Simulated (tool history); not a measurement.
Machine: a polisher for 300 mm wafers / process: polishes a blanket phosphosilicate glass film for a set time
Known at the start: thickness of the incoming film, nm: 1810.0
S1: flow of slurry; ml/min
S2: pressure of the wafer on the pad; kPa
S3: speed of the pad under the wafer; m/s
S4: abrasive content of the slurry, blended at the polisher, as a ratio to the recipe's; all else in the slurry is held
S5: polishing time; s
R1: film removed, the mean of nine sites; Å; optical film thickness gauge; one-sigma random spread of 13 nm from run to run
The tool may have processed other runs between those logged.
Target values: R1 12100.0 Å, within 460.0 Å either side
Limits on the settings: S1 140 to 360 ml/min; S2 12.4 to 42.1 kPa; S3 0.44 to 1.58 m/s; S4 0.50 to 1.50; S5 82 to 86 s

run,hour,S1,S2,S3,S4,S5,R1
1,0.0,230,26.9,1.00,1.00,82,9261.3
2,8.9,230,29.0,1.00,1.00,82,9585.6
3,17.7,265,29.0,1.00,1.00,82,9961.6
4,23.7,215,29.0,1.00,1.00,82,9430.9
5,31.5,240,31.0,1.00,1.00,82,10122.0
6,36.7,210,31.0,1.00,1.00,82,9972.2
7,39.6,225,33.1,1.00,1.00,82,10362.0
8,44.8,235,35.2,1.00,1.00,82,10938.0
9,53.7,245,36.5,1.00,1.00,82,11429.0
10,58.1,250,37.2,1.00,1.00,82,11497.0

Which of these 5 next moves meets every target?
A,62.5,270,31.7,1.12,0.85,82,?
B,62.5,315,42.1,0.82,1.15,86,?
C,62.5,300,41.4,0.74,1.20,86,?
D,62.5,260,37.2,1.12,1.00,83,?
E,62.5,245,41.4,0.90,0.90,84,?

move,R1
A,10776.0
B,11975.0
C,10987.0
D,12758.0
E,11242.0
A: moves away from the targets compared with the last run
B: all results in spec
C: moves away from the targets compared with the last run
D: takes the biggest miss from the last run beyond its target
E: moves away from the targets compared with the last run
Go with B: it meets all targets.

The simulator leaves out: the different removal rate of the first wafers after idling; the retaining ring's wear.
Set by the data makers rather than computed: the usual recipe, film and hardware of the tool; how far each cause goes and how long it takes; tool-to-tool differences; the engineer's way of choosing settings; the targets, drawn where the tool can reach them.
